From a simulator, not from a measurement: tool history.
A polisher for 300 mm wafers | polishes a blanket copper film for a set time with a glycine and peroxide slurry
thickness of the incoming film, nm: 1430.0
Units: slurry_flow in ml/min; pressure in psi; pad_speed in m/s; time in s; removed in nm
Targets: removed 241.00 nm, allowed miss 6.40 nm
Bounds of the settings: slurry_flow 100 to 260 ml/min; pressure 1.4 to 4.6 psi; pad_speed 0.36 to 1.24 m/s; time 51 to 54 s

Run 1, hour 0.0: slurry_flow 165 ml/min, pressure 3.0 psi, pad_speed 0.80 m/s, time 51 s. Result: removed 203.55 nm.
Run 2, hour 5.7: slurry_flow 165 ml/min, pressure 3.0 psi, pad_speed 0.80 m/s, time 54 s. Result: removed 212.68 nm.
Run 3, hour 7.6: slurry_flow 180 ml/min, pressure 3.0 psi, pad_speed 0.80 m/s, time 54 s. Result: removed 216.40 nm.
Run 4, hour 10.2: slurry_flow 180 ml/min, pressure 3.0 psi, pad_speed 0.98 m/s, time 54 s. Result: removed 251.09 nm.
Run 5, hour 18.5: slurry_flow 205 ml/min, pressure 3.0 psi, pad_speed 0.98 m/s, time 54 s. Result: removed 257.18 nm.
Run 6, hour 24.0: slurry_flow 195 ml/min, pressure 2.9 psi, pad_speed 0.98 m/s, time 54 s. Result: removed 244.32 nm.
At hour 25.6: slurry nozzle cleaned.
Run 7, hour 25.6: slurry_flow 195 ml/min, pressure 2.9 psi, pad_speed 0.96 m/s, time 54 s. Result: removed 253.77 nm.
Run 8, hour 28.3: slurry_flow 195 ml/min, pressure 2.9 psi, pad_speed 0.96 m/s, time 54 s. Result: removed 255.05 nm.
Run 9, hour 32.7: slurry_flow 190 ml/min, pressure 2.9 psi, pad_speed 0.96 m/s, time 54 s. Result: removed 253.07 nm.

Which of these 4 next moves meets every target?
Run A, hour 37.1: slurry_flow 220 ml/min, pressure 2.8 psi, pad_speed 1.04 m/s, time 52 s. Result: removed ?.
Run B, hour 37.1: slurry_flow 160 ml/min, pressure 3.0 psi, pad_speed 0.96 m/s, time 52 s. Result: removed ?.
Run C, hour 37.1: slurry_flow 185 ml/min, pressure 3.0 psi, pad_speed 1.02 m/s, time 51 s. Result: removed ?.
Run D, hour 37.1: slurry_flow 205 ml/min, pressure 3.0 psi, pad_speed 0.98 m/s, time 54 s. Result: removed ?.

move  removed
   A   255.31
   B   244.12
   C   255.74
   D   266.28
A: further off than the last run
B: meets every target
C: further off than the last run
D: further off than the last run
Move B is the one to make.

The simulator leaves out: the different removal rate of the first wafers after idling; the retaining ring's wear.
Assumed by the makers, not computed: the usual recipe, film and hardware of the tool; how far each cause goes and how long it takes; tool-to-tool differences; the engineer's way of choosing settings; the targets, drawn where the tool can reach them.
